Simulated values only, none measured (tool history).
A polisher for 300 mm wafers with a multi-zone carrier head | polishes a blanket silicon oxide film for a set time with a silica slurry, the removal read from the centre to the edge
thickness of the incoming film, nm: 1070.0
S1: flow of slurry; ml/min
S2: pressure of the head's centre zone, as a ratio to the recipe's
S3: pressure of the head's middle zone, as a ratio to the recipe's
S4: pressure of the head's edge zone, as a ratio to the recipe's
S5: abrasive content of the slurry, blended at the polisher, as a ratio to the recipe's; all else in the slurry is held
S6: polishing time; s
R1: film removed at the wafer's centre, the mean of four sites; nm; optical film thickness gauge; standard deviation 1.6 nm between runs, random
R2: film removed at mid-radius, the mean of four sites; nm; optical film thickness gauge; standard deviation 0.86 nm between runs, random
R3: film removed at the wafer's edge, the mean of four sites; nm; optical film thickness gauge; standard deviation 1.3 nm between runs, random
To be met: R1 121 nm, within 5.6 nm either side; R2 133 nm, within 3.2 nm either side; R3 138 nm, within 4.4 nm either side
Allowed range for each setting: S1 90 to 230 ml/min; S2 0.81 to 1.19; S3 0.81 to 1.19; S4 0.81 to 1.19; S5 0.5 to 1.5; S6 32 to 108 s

{"run": 1, "hour": 0.0, "S1": 150, "S2": 1, "S3": 1, "S4": 1, "S5": 1, "S6": 70, "R1": 177.1, "R2": 172.73, "R3": 174.21}
{"run": 2, "hour": 4.9, "S1": 140, "S2": 0.96, "S3": 0.98, "S4": 0.97, "S5": 0.95, "S6": 70, "R1": 162.48, "R2": 166.73, "R3": 170.64}
{"run": 3, "hour": 8.1, "S1": 135, "S2": 0.95, "S3": 0.97, "S4": 0.95, "S5": 0.85, "S6": 70, "R1": 154.58, "R2": 159.3, "R3": 161.24}
{"run": 4, "hour": 11.3, "S1": 135, "S2": 0.89, "S3": 0.97, "S4": 0.95, "S5": 0.85, "S6": 70, "R1": 149.44, "R2": 158.82, "R3": 163.38}
{"run": 5, "hour": 14.5, "S1": 135, "S2": 0.89, "S3": 0.91, "S4": 0.95, "S5": 0.85, "S6": 70, "R1": 148.87, "R2": 151.02, "R3": 160.9}
{"run": 6, "hour": 21.3, "S1": 135, "S2": 0.89, "S3": 0.91, "S4": 1.03, "S5": 0.85, "S6": 70, "R1": 149.23, "R2": 151.93, "R3": 166.09}
{"run": 7, "hour": 26.8, "S1": 130, "S2": 0.88, "S3": 0.91, "S4": 1, "S5": 0.8, "S6": 70, "R1": 143.72, "R2": 147.65, "R3": 161.47}
{"run": 8, "hour": 30.0, "S1": 125, "S2": 0.87, "S3": 0.91, "S4": 0.97, "S5": 0.75, "S6": 70, "R1": 143.17, "R2": 143.64, "R3": 154.36}
{"run": 9, "hour": 38.3, "S1": 130, "S2": 0.86, "S3": 0.93, "S4": 0.98, "S5": 0.7, "S6": 69, "R1": 136.61, "R2": 143.77, "R3": 151.5}
{"run": 10, "hour": 44.3, "S1": 125, "S2": 0.85, "S3": 0.93, "S4": 0.98, "S5": 0.65, "S6": 69, "R1": 131.11, "R2": 139.45, "R3": 148.58}
{"hour": 52.3, "done": "worn pad replaced by a new one"}
{"run": 11, "hour": 52.3, "S1": 120, "S2": 0.84, "S3": 0.93, "S4": 0.97, "S5": 0.65, "S6": 69, "R1": 147.13, "R2": 158.23, "R3": 168.84}
{"run": 12, "hour": 56.9, "S1": 130, "S2": 0.83, "S3": 0.93, "S4": 0.97, "S5": 0.65, "S6": 69, "R1": 144.95, "R2": 157.83, "R3": 170.39}
{"run": 13, "hour": 61.5, "S1": 120, "S2": 0.83, "S3": 0.94, "S4": 0.98, "S5": 0.6, "S6": 68, "R1": 140.37, "R2": 153.89, "R3": 162.42}
{"run": 14, "hour": 65.7, "S1": 125, "S2": 0.83, "S3": 0.94, "S4": 0.96, "S5": 0.6, "S6": 66, "R1": 136.73, "R2": 150.08, "R3": 157.75}

Consider the 5 candidate settings below. Which is the only one whose results all fall within their allowed miss of target?
{"run": "A", "hour": 69.9, "S1": 165, "S2": 0.84, "S3": 1.06, "S4": 0.9, "S5": 0.55, "S6": 57, "R1": "?", "R2": "?", "R3": "?"}
{"run": "B", "hour": 69.9, "S1": 145, "S2": 0.88, "S3": 1, "S4": 0.9, "S5": 0.6, "S6": 55, "R1": "?", "R2": "?", "R3": "?"}
{"run": "C", "hour": 69.9, "S1": 125, "S2": 0.84, "S3": 0.97, "S4": 0.97, "S5": 0.55, "S6": 75, "R1": "?", "R2": "?", "R3": "?"}
{"run": "D", "hour": 69.9, "S1": 160, "S2": 0.81, "S3": 0.87, "S4": 1.04, "S5": 0.85, "S6": 73, "R1": "?", "R2": "?", "R3": "?"}
{"run": "E", "hour": 69.9, "S1": 150, "S2": 0.82, "S3": 0.94, "S4": 0.95, "S5": 0.5, "S6": 59, "R1": "?", "R2": "?", "R3": "?"}

move=A R1=123.97 R2=144.39 R3=132.01
move=B R1=124.24 R2=133.48 R3=128.6
move=C R1=156.08 R2=170.33 R3=175.21
move=D R1=171.51 R2=176.19 R3=202.32
move=E R1=121.26 R2=131.14 R3=135.94
A: nearer the targets than the last run, but a result is still out of spec
B: brings the last run's worst result on target, with another outside its allowed miss
C: moves away from the targets compared with the last run
D: moves away from the targets compared with the last run
E: each result inside its tolerance
E meets every target.
